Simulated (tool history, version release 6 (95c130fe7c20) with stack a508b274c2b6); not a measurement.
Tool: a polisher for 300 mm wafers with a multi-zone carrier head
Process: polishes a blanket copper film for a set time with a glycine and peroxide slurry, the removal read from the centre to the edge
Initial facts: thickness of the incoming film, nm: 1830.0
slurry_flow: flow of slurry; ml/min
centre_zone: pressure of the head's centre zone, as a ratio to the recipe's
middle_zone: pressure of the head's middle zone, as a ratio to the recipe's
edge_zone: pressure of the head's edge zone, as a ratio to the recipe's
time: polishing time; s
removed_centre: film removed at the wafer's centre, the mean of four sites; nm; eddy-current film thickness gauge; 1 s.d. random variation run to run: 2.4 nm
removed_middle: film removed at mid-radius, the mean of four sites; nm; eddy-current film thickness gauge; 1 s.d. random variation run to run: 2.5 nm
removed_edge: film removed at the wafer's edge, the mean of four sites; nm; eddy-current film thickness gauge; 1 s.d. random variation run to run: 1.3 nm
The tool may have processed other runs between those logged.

run,day,slurry_flow,centre_zone,middle_zone,edge_zone,time,removed_centre,removed_middle,removed_edge
1,0,240,1,1,1,67,293.5,293.84,300.67
2,0.367,240,1,1,1,83,367.86,357.62,368.74
3,0.621,240,1,1.01,0.97,75,328.09,331.94,327.47
4,0.954,240,1.04,1.01,0.97,75,336.69,333.92,328.42
5,1.038,240,1.05,1.01,0.95,68,310.27,300.97,292.02
# day 1.362: edge zone pressure recalibrated
6,1.362,235,1.04,1.01,0.93,63,287.59,276.83,262.7
7,1.654,230,1.01,1.01,0.91,60,265.92,263.69,248.08
8,1.767,225,0.99,1.01,0.89,57,243.24,252.33,230.78
9,2.112,220,0.98,1,0.88,55,232.75,238.58,220.44
10,2.25,215,0.97,1,0.87,53,221.08,223.86,209.59
11,2.608,210,0.96,1,0.86,52,215.94,221,206.27
12,2.721,210,0.96,1,0.85,51,213.42,216.86,196.82

The next listed run, before its measurement:
13,2.958,205,0.95,1,0.84,51,?,?,?

For run 13 the tool returned removed_centre 208.29 nm, removed_middle 218.46 nm, removed_edge 199.33 nm.
